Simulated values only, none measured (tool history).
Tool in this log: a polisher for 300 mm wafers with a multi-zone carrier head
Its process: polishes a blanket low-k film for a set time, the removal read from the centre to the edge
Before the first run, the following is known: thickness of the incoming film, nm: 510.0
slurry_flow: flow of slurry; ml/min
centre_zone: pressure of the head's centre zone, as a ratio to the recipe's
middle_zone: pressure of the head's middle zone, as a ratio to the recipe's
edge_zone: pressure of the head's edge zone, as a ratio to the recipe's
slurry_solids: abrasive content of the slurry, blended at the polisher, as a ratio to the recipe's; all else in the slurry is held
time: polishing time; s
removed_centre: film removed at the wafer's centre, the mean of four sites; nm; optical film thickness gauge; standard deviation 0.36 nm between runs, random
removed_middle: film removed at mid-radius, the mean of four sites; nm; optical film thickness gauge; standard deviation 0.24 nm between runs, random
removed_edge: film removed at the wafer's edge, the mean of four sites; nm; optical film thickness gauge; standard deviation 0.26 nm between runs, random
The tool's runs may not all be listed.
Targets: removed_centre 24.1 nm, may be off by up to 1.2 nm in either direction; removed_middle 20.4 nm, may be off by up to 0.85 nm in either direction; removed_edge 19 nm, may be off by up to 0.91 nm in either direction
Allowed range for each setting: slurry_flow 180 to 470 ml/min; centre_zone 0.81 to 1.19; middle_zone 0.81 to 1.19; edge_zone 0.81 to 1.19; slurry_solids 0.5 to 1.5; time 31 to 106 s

run  hour  slurry_flow  centre_zone  middle_zone  edge_zone  slurry_solids  time  removed_centre  removed_middle  removed_edge
  1     0          300            1            1          1              1    68          32.347          31.847        30.334
  2   3.3          300         0.95            1          1              1    68          32.278          32.233        32.019
  3   4.6          300         0.97         0.99       0.99           0.95    67          30.406          29.503        29.848
  4   7.2          300         0.99         0.99       0.97            0.9    66          28.702          28.672        27.297
  5  14.7          300         0.95         0.99       0.97            0.9    66          27.681          28.597        27.096
  6  21.5          300         0.95         1.02       0.97            0.9    66          28.095          29.118        27.631
  7    24          300         0.98            1       0.96           0.85    66          27.438          27.552         25.73
  8  30.2          300         0.99         0.98       0.95           0.85    66          27.315          27.149        26.436
  9  34.5          310         1.02         0.98       0.95            0.8    65          26.794           24.99        24.678

Below are 4 possible settings for the next run. Only one of them brings all results inside the allowed miss of their targets. Which is it?
  A  38.8          325         1.06         0.95          1           0.65    62               ?               ?             ?
  B  38.8          285         0.92         1.04       0.95            0.8    82               ?               ?             ?
  C  38.8          380         1.18         1.05       0.98            0.8    50               ?               ?             ?
  D  38.8          335         1.19         1.08       0.86            0.7    56               ?               ?             ?

move  removed_centre  removed_middle  removed_edge
   A          21.183          18.811         18.75
   B          30.303          33.534        30.213
   C          24.181          20.929        18.933
   D          23.608          20.765        17.281
A: gets the furthest-off result to its target, but another result is out of tolerance
B: lands further from the targets than the last run did
C: in spec on every target
D: the result that was furthest off in the last run now lies on the other side of its target
The move that meets every target is C.

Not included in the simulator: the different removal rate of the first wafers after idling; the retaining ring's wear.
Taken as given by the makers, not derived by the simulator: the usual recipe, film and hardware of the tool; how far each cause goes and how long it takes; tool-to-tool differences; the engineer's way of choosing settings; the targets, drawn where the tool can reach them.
